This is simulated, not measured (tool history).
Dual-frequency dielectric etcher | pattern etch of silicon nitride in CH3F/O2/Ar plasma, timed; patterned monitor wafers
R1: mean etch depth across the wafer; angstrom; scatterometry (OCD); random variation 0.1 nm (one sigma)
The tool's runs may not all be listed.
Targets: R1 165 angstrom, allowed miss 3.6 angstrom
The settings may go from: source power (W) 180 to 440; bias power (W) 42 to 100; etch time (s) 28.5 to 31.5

{"run": 1, "day": 0.0, "source power (W)": 310, "bias power (W)": 71, "etch time (s)": 31.5, "R1": 187.19}
{"run": 2, "day": 0.1, "source power (W)": 310, "bias power (W)": 71, "etch time (s)": 28.5, "R1": 169.61}
{"run": 3, "day": 0.467, "source power (W)": 310, "bias power (W)": 71, "etch time (s)": 31.5, "R1": 187.45}
{"run": 4, "day": 0.612, "source power (W)": 280, "bias power (W)": 70, "etch time (s)": 31.5, "R1": 181.14}
{"run": 5, "day": 0.921, "source power (W)": 260, "bias power (W)": 67, "etch time (s)": 31.5, "R1": 173.18}
{"run": 6, "day": 0.988, "source power (W)": 260, "bias power (W)": 67, "etch time (s)": 31.5, "R1": 173.31}
{"run": 7, "day": 1.133, "source power (W)": 250, "bias power (W)": 66, "etch time (s)": 31.5, "R1": 172.55}
{"run": 8, "day": 1.312, "source power (W)": 210, "bias power (W)": 63, "etch time (s)": 31.5, "R1": 159.7}
{"run": 9, "day": 1.538, "source power (W)": 210, "bias power (W)": 63, "etch time (s)": 31.5, "R1": 159.76}

Which of these 5 next moves meets every target?
{"run": "A", "day": 1.762, "source power (W)": 220, "bias power (W)": 65, "etch time (s)": 30, "R1": "?"}
{"run": "B", "day": 1.762, "source power (W)": 210, "bias power (W)": 74, "etch time (s)": 31.5, "R1": "?"}
{"run": "C", "day": 1.762, "source power (W)": 210, "bias power (W)": 85, "etch time (s)": 28.5, "R1": "?"}
{"run": "D", "day": 1.762, "source power (W)": 180, "bias power (W)": 69, "etch time (s)": 29.5, "R1": "?"}
{"run": "E", "day": 1.762, "source power (W)": 220, "bias power (W)": 60, "etch time (s)": 30.5, "R1": "?"}

move=A R1=156.67
move=B R1=171.07
move=C R1=163.58
move=D R1=150.06
move=E R1=154.41
A: further off than the last run
B: takes the result that was furthest off past its target
C: meets every target
D: further off than the last run
E: further off than the last run
Answer: C

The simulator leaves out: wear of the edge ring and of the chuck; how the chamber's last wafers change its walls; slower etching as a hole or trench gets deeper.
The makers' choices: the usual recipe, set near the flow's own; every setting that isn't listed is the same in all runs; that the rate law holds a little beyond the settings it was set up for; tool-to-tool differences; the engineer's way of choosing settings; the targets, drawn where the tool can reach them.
